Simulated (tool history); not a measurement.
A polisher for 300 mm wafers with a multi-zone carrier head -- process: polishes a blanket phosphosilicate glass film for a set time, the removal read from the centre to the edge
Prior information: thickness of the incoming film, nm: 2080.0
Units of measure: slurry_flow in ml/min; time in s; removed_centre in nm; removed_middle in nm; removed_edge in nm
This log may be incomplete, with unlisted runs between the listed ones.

{"run": 1, "hour": 0.0, "slurry_flow": 155, "centre_zone": 1.0, "middle_zone": 1.0, "edge_zone": 1.0, "slurry_solids": 1.0, "time": 72, "removed_centre": 390.32, "removed_middle": 391.98, "removed_edge": 379.12}
{"run": 2, "hour": 8.7, "slurry_flow": 170, "centre_zone": 0.99, "middle_zone": 1.02, "edge_zone": 1.03, "slurry_solids": 1.05, "time": 72, "removed_centre": 399.59, "removed_middle": 401.4, "removed_edge": 400.68}
{"run": 3, "hour": 16.2, "slurry_flow": 175, "centre_zone": 0.99, "middle_zone": 1.05, "edge_zone": 1.04, "slurry_solids": 1.1, "time": 72, "removed_centre": 410.57, "removed_middle": 428.81, "removed_edge": 403.49}
{"run": 4, "hour": 19.8, "slurry_flow": 175, "centre_zone": 0.99, "middle_zone": 0.99, "edge_zone": 1.04, "slurry_solids": 1.1, "time": 72, "removed_centre": 412.68, "removed_middle": 401.89, "removed_edge": 406.22}
{"run": 5, "hour": 22.5, "slurry_flow": 180, "centre_zone": 0.98, "middle_zone": 1.02, "edge_zone": 1.06, "slurry_solids": 1.15, "time": 72, "removed_centre": 417.21, "removed_middle": 424.1, "removed_edge": 423.1}
{"run": 6, "hour": 26.1, "slurry_flow": 185, "centre_zone": 0.98, "middle_zone": 1.04, "edge_zone": 1.07, "slurry_solids": 1.15, "time": 72, "removed_centre": 416.58, "removed_middle": 432.06, "removed_edge": 417.89}
{"run": 7, "hour": 30.1, "slurry_flow": 185, "centre_zone": 0.98, "middle_zone": 1.04, "edge_zone": 1.07, "slurry_solids": 1.15, "time": 72, "removed_centre": 423.86, "removed_middle": 433.31, "removed_edge": 416.04}

What will run 8 give?
{"run": 8, "hour": 35.7, "slurry_flow": 180, "centre_zone": 0.97, "middle_zone": 1.04, "edge_zone": 1.07, "slurry_solids": 1.2, "time": 72, "removed_centre": "?", "removed_middle": "?", "removed_edge": "?"}

For run 8 the tool returned removed_centre 426.09 nm, removed_middle 433.21 nm, removed_edge 432.66 nm.
